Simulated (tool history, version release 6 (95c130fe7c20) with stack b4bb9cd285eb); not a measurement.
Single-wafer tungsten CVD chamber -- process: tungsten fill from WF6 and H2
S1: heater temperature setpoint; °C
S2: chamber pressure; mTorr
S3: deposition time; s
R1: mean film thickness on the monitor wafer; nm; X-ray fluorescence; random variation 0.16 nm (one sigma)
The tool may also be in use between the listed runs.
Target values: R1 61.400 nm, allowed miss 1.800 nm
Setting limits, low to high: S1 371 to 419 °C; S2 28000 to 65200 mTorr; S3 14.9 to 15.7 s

{"run": 1, "hour": 0.0, "S1": 395, "S2": 46600, "S3": 15.7, "R1": 50.343}
{"run": 2, "hour": 1.5, "S1": 398, "S2": 46800, "S3": 15.7, "R1": 53.451}
{"run": 3, "hour": 5.1, "S1": 398, "S2": 55200, "S3": 15.7, "R1": 59.256}
{"run": 4, "hour": 8.0, "S1": 398, "S2": 55200, "S3": 14.9, "R1": 56.269}
{"run": 5, "hour": 16.4, "S1": 398, "S2": 51800, "S3": 14.9, "R1": 54.295}
{"run": 6, "hour": 20.7, "S1": 400, "S2": 51900, "S3": 14.9, "R1": 55.998}
{"run": 7, "hour": 28.8, "S1": 401, "S2": 52000, "S3": 14.9, "R1": 57.284}
{"run": 8, "hour": 30.1, "S1": 401, "S2": 52000, "S3": 14.9, "R1": 57.745}
{"run": 9, "hour": 37.8, "S1": 402, "S2": 52100, "S3": 14.9, "R1": 58.704}
{"run": 10, "hour": 41.9, "S1": 403, "S2": 52100, "S3": 14.9, "R1": 59.407}

Below are 4 possible settings for the next run. Only one of them brings all results inside the allowed miss of their targets. Which is it?
{"run": "A", "hour": 46.0, "S1": 402, "S2": 56900, "S3": 14.9, "R1": "?"}
{"run": "B", "hour": 46.0, "S1": 402, "S2": 47500, "S3": 15.6, "R1": "?"}
{"run": "C", "hour": 46.0, "S1": 404, "S2": 49400, "S3": 14.9, "R1": "?"}
{"run": "D", "hour": 46.0, "S1": 401, "S2": 51800, "S3": 15.1, "R1": "?"}

move=A R1=61.766
move=B R1=57.631
move=C R1=58.556
move=D R1=57.995
A: every result lands within tolerance
B: the biggest miss grows against the last run
C: the biggest miss grows against the last run
D: the biggest miss grows against the last run
The move that meets every target is A.
